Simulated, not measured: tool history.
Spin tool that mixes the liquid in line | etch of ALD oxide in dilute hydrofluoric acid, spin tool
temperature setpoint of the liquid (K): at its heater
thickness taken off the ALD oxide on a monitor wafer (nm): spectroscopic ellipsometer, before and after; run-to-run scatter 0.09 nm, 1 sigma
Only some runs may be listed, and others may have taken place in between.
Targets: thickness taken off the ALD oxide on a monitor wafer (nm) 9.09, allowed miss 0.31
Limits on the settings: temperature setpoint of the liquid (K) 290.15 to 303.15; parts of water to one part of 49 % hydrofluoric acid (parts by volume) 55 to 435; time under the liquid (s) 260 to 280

| run | hour | temperature setpoint of the liquid (K) | parts of water to one part of 49 % hydrofluoric acid (parts by volume) | time under the liquid (s) | thickness taken off the ALD oxide on a monitor wafer (nm) |
|---|---|---|---|---|---|
| 1 | 0 | 295.15 | 245 | 260 | 7.4914 |
| 2 | 1.7 | 295.65 | 245 | 260 | 7.5494 |
| 3 | 3.1 | 296.15 | 245 | 260 | 7.696 |
| 4 | 10.6 | 296.15 | 245 | 260 | 7.6131 |
| 5 | 13.4 | 296.65 | 245 | 260 | 7.8187 |
| 6 | 18.8 | 297.15 | 245 | 260 | 8.0831 |
| 7 | 21.9 | 297.65 | 245 | 260 | 8.217 |
| 8 | 26.1 | 298.15 | 245 | 260 | 8.1176 |
| 9 | 29.1 | 301.65 | 240 | 260 | 9.4782 |
| 10 | 31.4 | 301.15 | 240 | 260 | 9.4104 |

Next run, 4 choices. One meets every target within its allowed miss, the rest don't. Which?
| A | 33.7 | 301.15 | 230 | 260 | ? |
| B | 33.7 | 301.65 | 250 | 260 | ? |
| C | 33.7 | 300.15 | 225 | 260 | ? |
| D | 33.7 | 300.15 | 230 | 260 | ? |

| move | thickness taken off the ALD oxide on a monitor wafer (nm) |
|---|---|
| A | 9.971 |
| B | 9.1317 |
| C | 9.8919 |
| D | 9.6246 |
A: its largest miss is bigger than the last run's
B: every result lands within tolerance
C: its largest miss is bigger than the last run's
D: its largest miss is bigger than the last run's
B is the move that brings every result within its allowed miss.
